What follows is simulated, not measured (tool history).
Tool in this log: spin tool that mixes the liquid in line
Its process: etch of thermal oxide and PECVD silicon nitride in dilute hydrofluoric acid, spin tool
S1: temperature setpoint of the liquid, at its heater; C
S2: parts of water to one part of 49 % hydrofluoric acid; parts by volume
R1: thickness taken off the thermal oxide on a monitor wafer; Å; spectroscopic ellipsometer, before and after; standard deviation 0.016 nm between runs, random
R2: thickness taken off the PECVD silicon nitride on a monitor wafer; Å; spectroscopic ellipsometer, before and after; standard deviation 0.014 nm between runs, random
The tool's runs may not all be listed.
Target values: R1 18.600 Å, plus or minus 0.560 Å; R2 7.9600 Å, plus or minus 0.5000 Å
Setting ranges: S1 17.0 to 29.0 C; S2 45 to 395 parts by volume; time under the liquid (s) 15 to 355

Run 1, hour 0.0: S1 21.0 C, S2 220 parts by volume, time under the liquid (s) 180. Result: R1 33.413 Å, R2 14.7820 Å.
Run 2, hour 2.8: S1 20.5 C, S2 235 parts by volume, time under the liquid (s) 180. Result: R1 30.706 Å, R2 13.1590 Å.
Run 3, hour 11.5: S1 20.5 C, S2 250 parts by volume, time under the liquid (s) 180. Result: R1 28.086 Å, R2 12.6940 Å.
Run 4, hour 16.7: S1 20.5 C, S2 250 parts by volume, time under the liquid (s) 105. Result: R1 16.464 Å, R2 7.3380 Å.
Run 5, hour 22.8: S1 20.5 C, S2 250 parts by volume, time under the liquid (s) 170. Result: R1 26.806 Å, R2 11.8110 Å.
Run 6, hour 31.5: S1 20.0 C, S2 260 parts by volume, time under the liquid (s) 170. Result: R1 25.123 Å, R2 11.1410 Å.
At hour 33.3: hydrofluoric acid flow meter replaced.
Run 7, hour 33.3: S1 17.0 C, S2 300 parts by volume, time under the liquid (s) 170. Result: R1 16.621 Å, R2 7.0928 Å.
Run 8, hour 37.5: S1 17.0 C, S2 295 parts by volume, time under the liquid (s) 170. Result: R1 16.822 Å, R2 7.2971 Å.
Run 9, hour 38.2: S1 17.0 C, S2 290 parts by volume, time under the liquid (s) 170. Result: R1 17.313 Å, R2 7.2512 Å.

4 candidate next runs follow, results not yet known. Just one meets every target within its allowed miss. Identify it.
Run A, hour 38.9: S1 17.0 C, S2 215 parts by volume, time under the liquid (s) 115. Result: R1 ?, R2 ?.
Run B, hour 38.9: S1 17.0 C, S2 305 parts by volume, time under the liquid (s) 195. Result: R1 ?, R2 ?.
Run C, hour 38.9: S1 19.5 C, S2 290 parts by volume, time under the liquid (s) 180. Result: R1 ?, R2 ?.
Run D, hour 38.9: S1 22.5 C, S2 310 parts by volume, time under the liquid (s) 145. Result: R1 ?, R2 ?.

move      R1      R2
   A  16.823  6.7845
   B  18.603  8.2445
   C  20.086  9.3882
   D  16.561  8.5595
A: further off than the last run
B: all results in spec
C: takes the biggest miss from the last run beyond its target
D: further off than the last run
Go with B: it meets all targets.

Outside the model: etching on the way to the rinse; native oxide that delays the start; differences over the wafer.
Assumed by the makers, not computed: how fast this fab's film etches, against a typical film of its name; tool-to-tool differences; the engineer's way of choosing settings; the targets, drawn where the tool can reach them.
